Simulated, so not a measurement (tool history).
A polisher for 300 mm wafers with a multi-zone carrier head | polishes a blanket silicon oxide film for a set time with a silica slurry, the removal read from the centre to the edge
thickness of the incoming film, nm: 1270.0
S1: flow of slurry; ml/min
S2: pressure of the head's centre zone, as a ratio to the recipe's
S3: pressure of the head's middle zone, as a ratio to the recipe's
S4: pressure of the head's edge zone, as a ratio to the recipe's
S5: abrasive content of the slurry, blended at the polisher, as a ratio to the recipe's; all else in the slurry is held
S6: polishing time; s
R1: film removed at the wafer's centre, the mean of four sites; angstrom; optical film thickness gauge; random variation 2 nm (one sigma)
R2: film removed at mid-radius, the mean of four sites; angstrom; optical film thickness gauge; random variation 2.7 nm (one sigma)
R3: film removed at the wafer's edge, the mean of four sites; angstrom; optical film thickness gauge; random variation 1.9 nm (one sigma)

{"run": 1, "hour": 0.0, "S1": 200, "S2": 1.0, "S3": 1.0, "S4": 1.0, "S5": 1.0, "S6": 70, "R1": 3004.0, "R2": 3074.2, "R3": 2938.5}
{"run": 2, "hour": 7.1, "S1": 190, "S2": 1.0, "S3": 0.98, "S4": 1.0, "S5": 1.0, "S6": 70, "R1": 2977.4, "R2": 2941.4, "R3": 2873.5}
{"run": 3, "hour": 10.6, "S1": 180, "S2": 1.0, "S3": 0.97, "S4": 1.01, "S5": 1.0, "S6": 70, "R1": 2967.2, "R2": 2944.3, "R3": 2922.2}
{"run": 4, "hour": 19.6, "S1": 175, "S2": 0.99, "S3": 0.95, "S4": 1.0, "S5": 1.0, "S6": 70, "R1": 2904.6, "R2": 2896.2, "R3": 2871.2}
{"run": 5, "hour": 20.3, "S1": 170, "S2": 0.99, "S3": 0.93, "S4": 1.0, "S5": 1.0, "S6": 70, "R1": 2917.3, "R2": 2789.4, "R3": 2900.4}
{"run": 6, "hour": 22.7, "S1": 170, "S2": 0.99, "S3": 0.93, "S4": 0.92, "S5": 1.0, "S6": 70, "R1": 2926.9, "R2": 2876.6, "R3": 2798.7}
{"run": 7, "hour": 23.9, "S1": 165, "S2": 0.99, "S3": 0.92, "S4": 0.93, "S5": 1.0, "S6": 70, "R1": 2954.3, "R2": 2775.8, "R3": 2785.1}

Forecast run 8:
{"run": 8, "hour": 30.5, "S1": 130, "S2": 0.93, "S3": 0.9, "S4": 0.99, "S5": 1.0, "S6": 70, "R1": "?", "R2": "?", "R3": "?"}

R1: 2672.0 angstrom
R2: 2700.1 angstrom
R3: 2809.1 angstrom
